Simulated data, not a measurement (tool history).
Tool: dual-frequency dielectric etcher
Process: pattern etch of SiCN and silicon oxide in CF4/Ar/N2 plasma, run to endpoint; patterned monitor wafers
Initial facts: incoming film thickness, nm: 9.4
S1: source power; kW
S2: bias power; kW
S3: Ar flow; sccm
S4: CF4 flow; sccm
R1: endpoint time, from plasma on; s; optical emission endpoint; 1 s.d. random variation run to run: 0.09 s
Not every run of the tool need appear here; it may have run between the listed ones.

Run 1, hour 0.0: S1 0.370 kW, S2 0.077 kW, S3 119 sccm, S4 81 sccm. Result: R1 13.194 s.
Run 2, hour 6.5: S1 0.330 kW, S2 0.077 kW, S3 119 sccm, S4 81 sccm. Result: R1 14.738 s.
Run 3, hour 14.3: S1 0.330 kW, S2 0.077 kW, S3 137 sccm, S4 81 sccm. Result: R1 14.773 s.
Run 4, hour 18.8: S1 0.330 kW, S2 0.077 kW, S3 123 sccm, S4 81 sccm. Result: R1 14.662 s.
Run 5, hour 25.1: S1 0.360 kW, S2 0.077 kW, S3 123 sccm, S4 81 sccm. Result: R1 13.622 s.
Run 6, hour 27.1: S1 0.310 kW, S2 0.077 kW, S3 123 sccm, S4 81 sccm. Result: R1 15.421 s.
Run 7, hour 28.4: S1 0.320 kW, S2 0.077 kW, S3 123 sccm, S4 81 sccm. Result: R1 15.102 s.
Run 8, hour 30.5: S1 0.320 kW, S2 0.077 kW, S3 123 sccm, S4 81 sccm. Result: R1 15.008 s.
At hour 32.5: source power generator calibrated.
Run 9, hour 32.5: S1 0.330 kW, S2 0.077 kW, S3 123 sccm, S4 81 sccm. Result: R1 15.030 s.

Expected results for the next run?
Run 10, hour 34.2: S1 0.400 kW, S2 0.084 kW, S3 120 sccm, S4 82 sccm. Result: R1 ?.

R1: 12.196 s
